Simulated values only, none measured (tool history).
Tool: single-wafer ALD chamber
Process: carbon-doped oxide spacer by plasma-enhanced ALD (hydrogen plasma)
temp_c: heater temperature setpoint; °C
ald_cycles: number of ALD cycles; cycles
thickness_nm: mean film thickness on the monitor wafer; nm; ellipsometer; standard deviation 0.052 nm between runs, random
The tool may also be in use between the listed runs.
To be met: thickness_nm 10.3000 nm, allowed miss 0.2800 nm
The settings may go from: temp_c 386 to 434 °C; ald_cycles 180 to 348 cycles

Run 1, hour 0.0: temp_c 410 °C, ald_cycles 264 cycles. Result: thickness_nm 12.4780 nm.
Run 2, hour 7.8: temp_c 410 °C, ald_cycles 249 cycles. Result: thickness_nm 11.8510 nm.
Run 3, hour 14.7: temp_c 411 °C, ald_cycles 244 cycles. Result: thickness_nm 11.4690 nm.
Run 4, hour 22.4: temp_c 411 °C, ald_cycles 231 cycles. Result: thickness_nm 10.9430 nm.
Run 5, hour 25.9: temp_c 411 °C, ald_cycles 199 cycles. Result: thickness_nm 9.3929 nm.
Run 6, hour 33.6: temp_c 411 °C, ald_cycles 180 cycles. Result: thickness_nm 8.5055 nm.
Run 7, hour 40.6: temp_c 410 °C, ald_cycles 185 cycles. Result: thickness_nm 8.7331 nm.
Run 8, hour 45.5: temp_c 410 °C, ald_cycles 190 cycles. Result: thickness_nm 9.0316 nm.
Run 9, hour 52.8: temp_c 409 °C, ald_cycles 193 cycles. Result: thickness_nm 9.2222 nm.
Run 10, hour 58.5: temp_c 407 °C, ald_cycles 194 cycles. Result: thickness_nm 9.3781 nm.
Run 11, hour 67.3: temp_c 406 °C, ald_cycles 195 cycles. Result: thickness_nm 9.4002 nm.
Run 12, hour 70.0: temp_c 405 °C, ald_cycles 196 cycles. Result: thickness_nm 9.5337 nm.
Run 13, hour 71.1: temp_c 404 °C, ald_cycles 197 cycles. Result: thickness_nm 9.6462 nm.
Run 14, hour 74.7: temp_c 403 °C, ald_cycles 198 cycles. Result: thickness_nm 9.6593 nm.
Run 15, hour 80.5: temp_c 402 °C, ald_cycles 199 cycles. Result: thickness_nm 9.7787 nm.
Run 16, hour 88.2: temp_c 402 °C, ald_cycles 199 cycles. Result: thickness_nm 9.7142 nm.
Run 17, hour 93.2: temp_c 401 °C, ald_cycles 200 cycles. Result: thickness_nm 9.7496 nm.

Which of these 5 next moves meets every target?
Run A, hour 98.2: temp_c 403 °C, ald_cycles 199 cycles. Result: thickness_nm ?.
Run B, hour 98.2: temp_c 396 °C, ald_cycles 200 cycles. Result: thickness_nm ?.
Run C, hour 98.2: temp_c 394 °C, ald_cycles 223 cycles. Result: thickness_nm ?.
Run D, hour 98.2: temp_c 394 °C, ald_cycles 210 cycles. Result: thickness_nm ?.
Run E, hour 98.2: temp_c 415 °C, ald_cycles 191 cycles. Result: thickness_nm ?.

move  thickness_nm
   A        9.6835
   B        9.7915
   C       10.9180
   D       10.2810
   E        8.9105
A: lands further from the targets than the last run did
B: moves toward the targets from the last run without getting all of them in spec
C: takes the biggest miss from the last run beyond its target
D: hits every target within its allowed miss
E: lands further from the targets than the last run did
Go with D: it meets all targets.
